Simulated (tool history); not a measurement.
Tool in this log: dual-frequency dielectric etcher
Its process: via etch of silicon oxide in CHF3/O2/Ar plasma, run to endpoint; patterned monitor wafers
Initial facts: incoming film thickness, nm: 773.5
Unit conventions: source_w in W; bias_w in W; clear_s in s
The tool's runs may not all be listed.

run  hour  source_w  bias_w  clear_s
  1     0       600     223   372.93
  2   1.6       600     197   390.36
  3   4.7       700     197   366.59
  4   9.2       700     172   386.67
  5  17.9       680     171    390.6
  6  24.9       680     185   379.43
  7  31.6       650     183   385.63
  8  38.7       620     181   397.13
  9  40.7       620     181   393.01
 10  46.1       600     179   401.22
 11  49.6       580     178   410.34
 12  51.6       570     177   410.74
 13  56.8       560     176   415.38
 14  60.4       550     175   423.93
 15  65.2       540     174   419.96

The next listed run, before its measurement:
 16  66.5       490     169        ?

{"run 16": {"clear_s": 441.27}}

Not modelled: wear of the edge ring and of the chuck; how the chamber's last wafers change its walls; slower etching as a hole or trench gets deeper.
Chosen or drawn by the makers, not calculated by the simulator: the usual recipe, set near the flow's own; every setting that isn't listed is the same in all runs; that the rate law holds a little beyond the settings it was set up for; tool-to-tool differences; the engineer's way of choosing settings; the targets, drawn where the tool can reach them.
